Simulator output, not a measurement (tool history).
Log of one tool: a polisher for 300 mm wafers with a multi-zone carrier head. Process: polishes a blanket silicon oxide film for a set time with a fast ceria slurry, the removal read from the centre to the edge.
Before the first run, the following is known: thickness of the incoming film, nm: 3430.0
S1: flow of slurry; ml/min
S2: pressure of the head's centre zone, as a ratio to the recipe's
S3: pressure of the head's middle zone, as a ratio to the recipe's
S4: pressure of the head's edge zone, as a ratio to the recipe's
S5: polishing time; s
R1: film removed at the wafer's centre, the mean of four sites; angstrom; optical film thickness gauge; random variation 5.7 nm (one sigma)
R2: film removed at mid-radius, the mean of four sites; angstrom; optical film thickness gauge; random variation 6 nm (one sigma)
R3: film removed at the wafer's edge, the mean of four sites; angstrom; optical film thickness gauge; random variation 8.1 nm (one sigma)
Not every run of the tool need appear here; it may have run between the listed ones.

| run | hour | S1 | S2 | S3 | S4 | S5 | R1 | R2 | R3 |
|---|---|---|---|---|---|---|---|---|---|
| 1 | 0 | 180 | 1 | 1 | 1 | 54 | 14893 | 14623 | 13509 |
| 2 | 3.5 | 180 | 1 | 1 | 0.94 | 54 | 15051 | 14423 | 13251 |
| 3 | 10.1 | 175 | 0.99 | 0.98 | 0.92 | 48 | 12874 | 12463 | 11721 |
| 4 | 16.2 | 175 | 1 | 0.97 | 0.9 | 43 | 11723 | 11243 | 10088 |
|  | 24.3 | edge zone pressure recalibrated |
| 5 | 24.3 | 175 | 1 | 0.97 | 0.9 | 55 | 14988 | 14147 | 13986 |
| 6 | 31.8 | 175 | 1 | 0.92 | 0.9 | 55 | 15044 | 13767 | 13673 |
| 7 | 33.3 | 160 | 1 | 0.9 | 0.89 | 50 | 13392 | 12247 | 12517 |
| 8 | 41 | 160 | 1 | 0.88 | 0.89 | 45 | 12064 | 10745 | 11163 |

Estimate the outcome of run 9 from the log above:
| 9 | 41.6 | 170 | 0.99 | 0.87 | 0.89 | 41 | ? | ? | ? |

R1: 10932 angstrom
R2: 9775.3 angstrom
R3: 10472 angstrom

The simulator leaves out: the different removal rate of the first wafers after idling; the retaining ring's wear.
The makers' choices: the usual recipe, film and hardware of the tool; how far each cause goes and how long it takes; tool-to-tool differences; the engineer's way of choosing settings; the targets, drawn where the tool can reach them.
